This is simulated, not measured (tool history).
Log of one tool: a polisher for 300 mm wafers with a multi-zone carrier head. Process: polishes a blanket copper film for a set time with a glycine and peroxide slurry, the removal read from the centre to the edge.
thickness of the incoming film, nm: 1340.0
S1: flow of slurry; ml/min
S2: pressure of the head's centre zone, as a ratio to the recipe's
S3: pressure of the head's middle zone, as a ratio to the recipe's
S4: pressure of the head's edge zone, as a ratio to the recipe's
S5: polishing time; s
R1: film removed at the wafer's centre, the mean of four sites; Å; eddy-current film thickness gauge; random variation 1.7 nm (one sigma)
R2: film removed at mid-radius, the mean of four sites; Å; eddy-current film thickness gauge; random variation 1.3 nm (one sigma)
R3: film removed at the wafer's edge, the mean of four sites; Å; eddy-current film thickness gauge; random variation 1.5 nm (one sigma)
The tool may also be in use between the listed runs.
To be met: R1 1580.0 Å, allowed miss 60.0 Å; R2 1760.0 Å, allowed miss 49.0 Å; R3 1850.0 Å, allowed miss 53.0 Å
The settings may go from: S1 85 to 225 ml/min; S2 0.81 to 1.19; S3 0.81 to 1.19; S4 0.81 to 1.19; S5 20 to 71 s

Run 1, hour 0.0: S1 145 ml/min, S2 1.00, S3 1.00, S4 1.00, S5 45 s. Result: R1 2168.5 Å, R2 2173.2 Å, R3 2180.9 Å.
Run 2, hour 8.5: S1 145 ml/min, S2 1.04, S3 1.00, S4 1.00, S5 45 s. Result: R1 2254.4 Å, R2 2165.5 Å, R3 2171.1 Å.
Run 3, hour 9.6: S1 130 ml/min, S2 0.98, S3 0.97, S4 0.97, S5 44 s. Result: R1 2011.7 Å, R2 2030.4 Å, R3 2058.0 Å.
Run 4, hour 17.6: S1 165 ml/min, S2 0.98, S3 0.97, S4 0.97, S5 44 s. Result: R1 2154.5 Å, R2 2134.1 Å, R3 2115.9 Å.
Run 5, hour 23.5: S1 145 ml/min, S2 0.93, S3 0.94, S4 0.95, S5 43 s. Result: R1 1955.3 Å, R2 1981.4 Å, R3 2051.2 Å.
Run 6, hour 27.4: S1 145 ml/min, S2 0.93, S3 0.94, S4 0.95, S5 35 s. Result: R1 1554.8 Å, R2 1592.0 Å, R3 1670.6 Å.
Run 7, hour 33.8: S1 155 ml/min, S2 0.91, S3 0.95, S4 0.98, S5 35 s. Result: R1 1592.5 Å, R2 1665.3 Å, R3 1682.1 Å.
Run 8, hour 42.1: S1 150 ml/min, S2 0.88, S3 0.94, S4 1.01, S5 36 s. Result: R1 1555.8 Å, R2 1676.3 Å, R3 1759.7 Å.
Run 9, hour 51.1: S1 155 ml/min, S2 0.87, S3 0.94, S4 1.03, S5 36 s. Result: R1 1550.9 Å, R2 1664.5 Å, R3 1774.9 Å.
Run 10, hour 55.2: S1 155 ml/min, S2 0.87, S3 0.94, S4 1.03, S5 36 s. Result: R1 1588.9 Å, R2 1677.8 Å, R3 1752.6 Å.

4 next moves are on the table. One of them brings every result within its allowed miss. Which?
Run A, hour 59.3: S1 155 ml/min, S2 0.87, S3 0.99, S4 1.01, S5 35 s. Result: R1 ?, R2 ?, R3 ?.
Run B, hour 59.3: S1 215 ml/min, S2 0.94, S3 1.11, S4 0.99, S5 31 s. Result: R1 ?, R2 ?, R3 ?.
Run C, hour 59.3: S1 205 ml/min, S2 0.88, S3 1.02, S4 1.03, S5 34 s. Result: R1 ?, R2 ?, R3 ?.
Run D, hour 59.3: S1 125 ml/min, S2 0.90, S3 1.02, S4 1.14, S5 37 s. Result: R1 ?, R2 ?, R3 ?.

move      R1      R2      R3
   A  1534.3  1710.8  1731.8
   B  1539.9  1763.5  1581.5
   C  1587.9  1787.9  1755.7
   D  1577.3  1765.9  1859.5
A: further off than the last run
B: further off than the last run
C: as far off as the last run
D: meets every target
Move D is the one to make.
